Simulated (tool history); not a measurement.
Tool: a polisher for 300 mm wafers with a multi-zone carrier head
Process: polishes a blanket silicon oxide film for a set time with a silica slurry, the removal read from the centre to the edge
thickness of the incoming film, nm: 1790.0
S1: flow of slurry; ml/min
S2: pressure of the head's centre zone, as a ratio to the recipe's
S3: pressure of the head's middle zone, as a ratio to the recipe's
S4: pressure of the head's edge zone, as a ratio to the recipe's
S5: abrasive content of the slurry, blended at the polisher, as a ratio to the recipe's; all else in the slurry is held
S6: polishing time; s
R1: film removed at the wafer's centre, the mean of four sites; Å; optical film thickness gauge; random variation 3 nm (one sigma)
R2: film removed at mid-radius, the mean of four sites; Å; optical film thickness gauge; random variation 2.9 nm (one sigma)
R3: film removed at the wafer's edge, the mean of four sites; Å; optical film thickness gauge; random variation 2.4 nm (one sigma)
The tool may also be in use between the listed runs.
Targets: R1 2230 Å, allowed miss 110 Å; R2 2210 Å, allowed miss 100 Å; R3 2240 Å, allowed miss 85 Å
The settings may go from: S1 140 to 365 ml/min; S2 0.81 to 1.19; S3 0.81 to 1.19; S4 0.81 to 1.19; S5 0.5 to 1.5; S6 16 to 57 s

{"run": 1, "hour": 0.0, "S1": 235, "S2": 1, "S3": 1, "S4": 1, "S5": 1, "S6": 36, "R1": 1833.8, "R2": 1843.2, "R3": 1863.6}
{"run": 2, "hour": 4.8, "S1": 235, "S2": 1.06, "S3": 1, "S4": 1, "S5": 1, "S6": 36, "R1": 1888.5, "R2": 1830.1, "R3": 1829.7}
{"run": 3, "hour": 6.6, "S1": 235, "S2": 0.99, "S3": 1, "S4": 1, "S5": 1, "S6": 36, "R1": 1767.7, "R2": 1870.5, "R3": 1801.3}
{"run": 4, "hour": 13.7, "S1": 260, "S2": 0.99, "S3": 1, "S4": 1, "S5": 1, "S6": 36, "R1": 1775.1, "R2": 1899.4, "R3": 1855.3}
{"run": 5, "hour": 18.1, "S1": 290, "S2": 0.99, "S3": 1, "S4": 1, "S5": 1, "S6": 36, "R1": 1821.6, "R2": 1937.9, "R3": 1851}
{"run": 6, "hour": 21.3, "S1": 285, "S2": 1.01, "S3": 1, "S4": 1.03, "S5": 1.1, "S6": 36, "R1": 1980.5, "R2": 1948.7, "R3": 1938.8}
{"run": 7, "hour": 21.9, "S1": 280, "S2": 0.99, "S3": 1.01, "S4": 1.05, "S5": 1.2, "S6": 36, "R1": 1944.4, "R2": 2096.6, "R3": 2027.2}
{"run": 8, "hour": 23.0, "S1": 280, "S2": 1.01, "S3": 1.01, "S4": 1.07, "S5": 1.25, "S6": 36, "R1": 2045.4, "R2": 2125.4, "R3": 2076.6}
{"run": 9, "hour": 30.8, "S1": 280, "S2": 1.02, "S3": 1, "S4": 1.09, "S5": 1.3, "S6": 36, "R1": 2078, "R2": 2197.4, "R3": 2155.9}
{"run": 10, "hour": 39.3, "S1": 295, "S2": 1.09, "S3": 0.96, "S4": 1.12, "S5": 1.35, "S6": 36, "R1": 2287.9, "R2": 2118.8, "R3": 2266}

5 next moves are on the table. One of them brings every result within its allowed miss. Which?
{"run": "A", "hour": 47.8, "S1": 330, "S2": 1.17, "S3": 0.94, "S4": 1.19, "S5": 1.35, "S6": 35, "R1": "?", "R2": "?", "R3": "?"}
{"run": "B", "hour": 47.8, "S1": 270, "S2": 1.05, "S3": 1.01, "S4": 1.1, "S5": 1.35, "S6": 37, "R1": "?", "R2": "?", "R3": "?"}
{"run": "C", "hour": 47.8, "S1": 330, "S2": 1.14, "S3": 0.93, "S4": 1.07, "S5": 1, "S6": 42, "R1": "?", "R2": "?", "R3": "?"}
{"run": "D", "hour": 47.8, "S1": 310, "S2": 1.04, "S3": 0.92, "S4": 1.14, "S5": 1.45, "S6": 39, "R1": "?", "R2": "?", "R3": "?"}
{"run": "E", "hour": 47.8, "S1": 300, "S2": 1.1, "S3": 0.87, "S4": 1.19, "S5": 1.5, "S6": 35, "R1": "?", "R2": "?", "R3": "?"}

move=A R1=2408.1 R2=2040.2 R3=2235.6
move=B R1=2237.3 R2=2234.5 R3=2247.6
move=C R1=2494.7 R2=2153.4 R3=2267.8
move=D R1=2431 R2=2286.1 R3=2497.7
move=E R1=2327.8 R2=1987.3 R3=2309.2
A: further off than the last run
B: meets every target
C: brings the result that was furthest off to its target, and leaves another outside
D: brings the result that was furthest off to its target, and leaves another outside
E: further off than the last run
Answer: B

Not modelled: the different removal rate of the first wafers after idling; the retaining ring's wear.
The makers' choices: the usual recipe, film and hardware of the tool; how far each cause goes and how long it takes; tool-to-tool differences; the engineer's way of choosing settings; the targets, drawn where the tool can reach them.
